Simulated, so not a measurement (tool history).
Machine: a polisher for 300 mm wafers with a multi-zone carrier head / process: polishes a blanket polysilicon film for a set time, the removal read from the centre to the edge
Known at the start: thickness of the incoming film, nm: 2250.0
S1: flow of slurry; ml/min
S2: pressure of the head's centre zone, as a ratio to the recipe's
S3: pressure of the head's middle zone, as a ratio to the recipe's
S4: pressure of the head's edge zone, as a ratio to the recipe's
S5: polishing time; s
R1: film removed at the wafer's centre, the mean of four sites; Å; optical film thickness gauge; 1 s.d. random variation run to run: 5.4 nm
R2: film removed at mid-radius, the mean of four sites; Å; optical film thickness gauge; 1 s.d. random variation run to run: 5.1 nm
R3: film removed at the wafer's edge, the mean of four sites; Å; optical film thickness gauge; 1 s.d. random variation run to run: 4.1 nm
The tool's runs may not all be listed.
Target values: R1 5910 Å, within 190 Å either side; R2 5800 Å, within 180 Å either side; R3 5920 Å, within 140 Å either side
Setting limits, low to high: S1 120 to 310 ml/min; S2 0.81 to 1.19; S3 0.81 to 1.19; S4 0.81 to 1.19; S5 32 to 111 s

run 1 hour=0 | S1=200 S2=1 S3=1 S4=1 S5=71 | R1=3735.8 R2=3769.2 R3=3857.9
run 2 hour=0.7 | S1=230 S2=1 S3=1 S4=1 S5=71 | R1=3840.4 R2=3890.3 R3=3928.7
run 3 hour=7.9 | S1=180 S2=1 S3=1 S4=1 S5=71 | R1=3683 R2=3729.7 R3=3812.7
run 4 hour=12.8 | S1=180 S2=1 S3=1 S4=1.07 S5=71 | R1=3706.9 R2=3738.2 R3=3978.5
-- hour=15 worn pad replaced by a new one
run 5 hour=15 | S1=200 S2=1.03 S3=1.03 S4=1.11 S5=78 | R1=4567.3 R2=4575.4 R3=4756.6
run 6 hour=19.4 | S1=200 S2=1.03 S3=1.03 S4=1.11 S5=64 | R1=3728.6 R2=3692.9 R3=3930.9
run 7 hour=20.8 | S1=220 S2=1.05 S3=1.05 S4=1.14 S5=71 | R1=4242.9 R2=4200.8 R3=4460.9
run 8 hour=27.5 | S1=235 S2=1.07 S3=1.07 S4=1.16 S5=76 | R1=4620.7 R2=4619.2 R3=4832
run 9 hour=35.9 | S1=240 S2=1.09 S3=1.08 S4=1.17 S5=80 | R1=5068.8 R2=5006.8 R3=5103
run 10 hour=44.7 | S1=240 S2=1.09 S3=1.08 S4=1.17 S5=80 | R1=5065.2 R2=4981.4 R3=5126.6
run 11 hour=50.7 | S1=245 S2=1.09 S3=1.08 S4=1.18 S5=83 | R1=5182 R2=5160 R3=5371.5
run 12 hour=57 | S1=245 S2=1.1 S3=1.09 S4=1.18 S5=85 | R1=5365.3 R2=5342.7 R3=5434
run 13 hour=65.9 | S1=255 S2=1.11 S3=1.09 S4=1.18 S5=87 | R1=5577.3 R2=5523.1 R3=5574.1
run 14 hour=72.7 | S1=255 S2=1.11 S3=1.09 S4=1.18 S5=88 | R1=5761.3 R2=5505.7 R3=5643.8
run 15 hour=79.8 | S1=255 S2=1.11 S3=1.09 S4=1.18 S5=89 | R1=5825.7 R2=5595.7 R3=5656.5
run 16 hour=85.7 | S1=255 S2=1.11 S3=1.09 S4=1.18 S5=89 | R1=5810.9 R2=5598.5 R3=5724.1
run 17 hour=89.4 | S1=255 S2=1.11 S3=1.09 S4=1.18 S5=89 | R1=5726.2 R2=5574.8 R3=5704.2
run 18 hour=91.1 | S1=255 S2=1.11 S3=1.09 S4=1.18 S5=89 | R1=5819 R2=5575.6 R3=5675.8

Below are 4 possible settings for the next run. Only one of them brings all results inside the allowed miss of their targets. Which is it?
run A hour=92.8 | S1=300 S2=1.13 S3=1.06 S4=1.16 S5=87 | R1=? R2=? R3=?
run B hour=92.8 | S1=310 S2=1.17 S3=1.19 S4=1.11 S5=86 | R1=? R2=? R3=?
run C hour=92.8 | S1=225 S2=1.08 S3=1.06 S4=1.1 S5=96 | R1=? R2=? R3=?
run D hour=92.8 | S1=225 S2=1.15 S3=1.15 S4=1.13 S5=89 | R1=? R2=? R3=?

move=A R1=5919.4 R2=5424.2 R3=5690.1
move=B R1=6086.2 R2=5910.6 R3=5503
move=C R1=6020.9 R2=5797.4 R3=5963
move=D R1=5949.8 R2=5740.8 R3=5598
A: lands further from the targets than the last run did
B: lands further from the targets than the last run did
C: meets every target
D: lands further from the targets than the last run did
C meets every target.
